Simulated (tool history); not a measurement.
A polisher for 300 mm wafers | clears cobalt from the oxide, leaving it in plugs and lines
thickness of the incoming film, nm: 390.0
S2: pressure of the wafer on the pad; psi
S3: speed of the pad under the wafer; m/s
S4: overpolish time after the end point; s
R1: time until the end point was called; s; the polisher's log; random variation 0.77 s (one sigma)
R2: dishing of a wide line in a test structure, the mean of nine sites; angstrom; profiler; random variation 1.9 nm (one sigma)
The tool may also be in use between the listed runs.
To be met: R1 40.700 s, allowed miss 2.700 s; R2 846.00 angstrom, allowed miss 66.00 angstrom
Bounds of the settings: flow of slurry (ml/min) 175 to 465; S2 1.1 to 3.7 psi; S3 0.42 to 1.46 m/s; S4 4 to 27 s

{"run": 1, "hour": 0.0, "flow of slurry (ml/min)": 295, "S2": 2.4, "S3": 0.94, "S4": 14, "R1": 60.256, "R2": 624.38}
{"run": 2, "hour": 6.0, "flow of slurry (ml/min)": 295, "S2": 1.9, "S3": 0.94, "S4": 14, "R1": 75.114, "R2": 543.13}
{"run": 3, "hour": 13.0, "flow of slurry (ml/min)": 220, "S2": 1.9, "S3": 0.94, "S4": 14, "R1": 76.295, "R2": 527.66}
{"run": 4, "hour": 15.3, "flow of slurry (ml/min)": 220, "S2": 1.9, "S3": 1.12, "S4": 14, "R1": 65.689, "R2": 568.06}
{"run": 5, "hour": 20.5, "flow of slurry (ml/min)": 220, "S2": 1.9, "S3": 1.12, "S4": 18, "R1": 65.46, "R2": 699.74}
{"run": 6, "hour": 28.9, "flow of slurry (ml/min)": 190, "S2": 1.9, "S3": 1.12, "S4": 18, "R1": 66.091, "R2": 652.73}
{"run": 7, "hour": 37.5, "flow of slurry (ml/min)": 275, "S2": 2.5, "S3": 1.18, "S4": 15, "R1": 48.954, "R2": 690.34}
{"run": 8, "hour": 44.4, "flow of slurry (ml/min)": 275, "S2": 2.6, "S3": 1.18, "S4": 16, "R1": 46.904, "R2": 762.43}
{"run": 9, "hour": 52.8, "flow of slurry (ml/min)": 275, "S2": 2.7, "S3": 1.18, "S4": 16, "R1": 45.319, "R2": 760.95}
{"run": 10, "hour": 53.6, "flow of slurry (ml/min)": 275, "S2": 2.8, "S3": 1.18, "S4": 16, "R1": 43.075, "R2": 810.64}

5 next moves are on the table. One of them brings every result within its allowed miss. Which?
{"run": "A", "hour": 54.4, "flow of slurry (ml/min)": 295, "S2": 2.9, "S3": 1.38, "S4": 17, "R1": "?", "R2": "?"}
{"run": "B", "hour": 54.4, "flow of slurry (ml/min)": 290, "S2": 2.5, "S3": 1.16, "S4": 16, "R1": "?", "R2": "?"}
{"run": "C", "hour": 54.4, "flow of slurry (ml/min)": 305, "S2": 2.6, "S3": 1.16, "S4": 18, "R1": "?", "R2": "?"}
{"run": "D", "hour": 54.4, "flow of slurry (ml/min)": 290, "S2": 2.7, "S3": 1.32, "S4": 21, "R1": "?", "R2": "?"}
{"run": "E", "hour": 54.4, "flow of slurry (ml/min)": 235, "S2": 3.5, "S3": 1.24, "S4": 10, "R1": "?", "R2": "?"}

move=A R1=37.051 R2=813.98
move=B R1=49.406 R2=710.21
move=C R1=47.536 R2=760.12
move=D R1=41.127 R2=841.25
move=E R1=35.526 R2=661.69
A: takes the result that was furthest off past its target
B: further off than the last run
C: further off than the last run
D: meets every target
E: takes the result that was furthest off past its target
The right move is D.
